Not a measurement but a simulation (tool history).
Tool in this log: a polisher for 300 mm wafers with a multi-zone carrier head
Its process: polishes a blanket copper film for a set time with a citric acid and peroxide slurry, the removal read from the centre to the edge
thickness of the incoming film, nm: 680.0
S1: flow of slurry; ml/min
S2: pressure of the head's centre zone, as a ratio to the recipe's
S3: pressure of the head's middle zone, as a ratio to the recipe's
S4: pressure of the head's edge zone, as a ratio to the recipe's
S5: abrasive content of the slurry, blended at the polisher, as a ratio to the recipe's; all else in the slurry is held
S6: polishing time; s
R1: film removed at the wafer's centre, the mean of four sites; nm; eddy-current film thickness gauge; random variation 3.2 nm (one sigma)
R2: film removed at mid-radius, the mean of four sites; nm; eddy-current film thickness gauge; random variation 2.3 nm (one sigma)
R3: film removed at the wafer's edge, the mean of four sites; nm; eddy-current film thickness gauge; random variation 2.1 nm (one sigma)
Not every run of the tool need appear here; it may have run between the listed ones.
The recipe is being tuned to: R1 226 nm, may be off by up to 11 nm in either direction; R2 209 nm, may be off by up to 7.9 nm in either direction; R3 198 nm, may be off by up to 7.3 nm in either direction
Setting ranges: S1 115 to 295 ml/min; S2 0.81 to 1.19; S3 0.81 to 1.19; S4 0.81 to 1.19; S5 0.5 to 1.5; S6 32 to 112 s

run	day	S1	S2	S3	S4	S5	S6	R1	R2	R3
1	0	190	1	1	1	1	72	153.21	169.41	168.2
2	0.025	190	1	1	1	0.8	72	149.26	158.01	162.23
3	0.212	190	1	1	1	0.65	72	142.14	154.85	155.59
4	0.325	190	1	1	1	0.65	66	131.59	142.31	143.54
# day 0.362: centre zone pressure recalibrated
5	0.362	190	1	1	1.06	0.65	66	142.33	143.12	145.28
6	0.396	195	1.02	1.02	1.08	0.8	68	154.9	157.28	157.94
7	0.529	205	1.05	1.04	1.1	0.9	69	165.38	162.98	168.79
8	0.592	185	1.08	1.08	1.12	1	71	180.15	170.25	171.94
9	0.783	200	1.1	1.11	1.12	1.05	72	191.9	186.76	179.82
10	0.896	215	1.12	1.11	1.13	1.05	72	195.06	188.73	181.31

4 next moves are on the table. One of them brings every result within its allowed miss. Which?
A	1.008	195	1.19	1.15	1.15	1.05	79	?	?	?
B	1.008	295	0.81	1.04	1.01	1.25	82	?	?	?
C	1.008	290	0.81	1.16	1.07	1.1	73	?	?	?
D	1.008	205	0.96	0.92	1.13	1	80	?	?	?

move	R1	R2	R3
A	223.21	207.25	201.95
B	169.27	216.43	209.11
C	146.77	201.65	186.29
D	181.05	180.95	201.91
A: all results in spec
B: its largest miss is bigger than the last run's
C: its largest miss is bigger than the last run's
D: its largest miss is bigger than the last run's
A meets every target.

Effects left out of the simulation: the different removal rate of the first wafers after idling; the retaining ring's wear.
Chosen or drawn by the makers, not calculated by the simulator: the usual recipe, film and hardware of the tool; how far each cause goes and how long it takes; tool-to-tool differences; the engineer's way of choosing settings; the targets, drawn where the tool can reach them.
